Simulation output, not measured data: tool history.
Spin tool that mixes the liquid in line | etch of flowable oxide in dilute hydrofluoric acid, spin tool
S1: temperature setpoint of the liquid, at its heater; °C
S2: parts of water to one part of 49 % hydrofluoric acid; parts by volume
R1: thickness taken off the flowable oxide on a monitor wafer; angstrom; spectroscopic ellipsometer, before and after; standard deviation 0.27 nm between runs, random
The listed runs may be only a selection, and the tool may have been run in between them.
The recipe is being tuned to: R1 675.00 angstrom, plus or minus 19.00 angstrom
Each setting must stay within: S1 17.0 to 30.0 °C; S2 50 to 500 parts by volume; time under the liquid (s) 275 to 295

run 1 hour=0.0 | S1=22.0 S2=275 time_under_the_liquid_(s)=275 | R1=243.73
run 2 hour=1.5 | S1=23.0 S2=255 time_under_the_liquid_(s)=275 | R1=277.90
run 3 hour=5.3 | S1=23.0 S2=205 time_under_the_liquid_(s)=275 | R1=366.80
run 4 hour=11.1 | S1=23.0 S2=205 time_under_the_liquid_(s)=295 | R1=391.75
run 5 hour=13.8 | S1=20.5 S2=205 time_under_the_liquid_(s)=295 | R1=356.56
run 6 hour=21.4 | S1=20.5 S2=245 time_under_the_liquid_(s)=295 | R1=287.77
run 7 hour=29.9 | S1=20.5 S2=245 time_under_the_liquid_(s)=295 | R1=286.86
run 8 hour=38.1 | S1=21.5 S2=235 time_under_the_liquid_(s)=295 | R1=314.82
run 9 hour=45.4 | S1=25.5 S2=125 time_under_the_liquid_(s)=295 | R1=775.91
run 10 hour=53.2 | S1=25.5 S2=125 time_under_the_liquid_(s)=295 | R1=771.92
run 11 hour=54.6 | S1=25.0 S2=125 time_under_the_liquid_(s)=295 | R1=758.25
run 12 hour=60.4 | S1=24.0 S2=125 time_under_the_liquid_(s)=295 | R1=725.03
run 13 hour=65.8 | S1=23.0 S2=125 time_under_the_liquid_(s)=295 | R1=704.81

Of the 5 settings listed for the next run, only one would bring every result within its allowed miss of target. Which one?
run A hour=71.2 | S1=27.5 S2=140 time_under_the_liquid_(s)=295 | R1=?
run B hour=71.2 | S1=22.0 S2=115 time_under_the_liquid_(s)=295 | R1=?
run C hour=71.2 | S1=21.5 S2=120 time_under_the_liquid_(s)=285 | R1=?
run D hour=71.2 | S1=19.0 S2=115 time_under_the_liquid_(s)=285 | R1=?
run E hour=71.2 | S1=25.0 S2=145 time_under_the_liquid_(s)=295 | R1=?

move=A R1=730.67
move=B R1=741.46
move=C R1=669.10
move=D R1=634.39
move=E R1=638.33
A: moves away from the targets compared with the last run
B: moves away from the targets compared with the last run
C: each result inside its tolerance
D: carries the result that was furthest off beyond its target, to the other side
E: carries the result that was furthest off beyond its target, to the other side
Correct choice: C, which meets every target
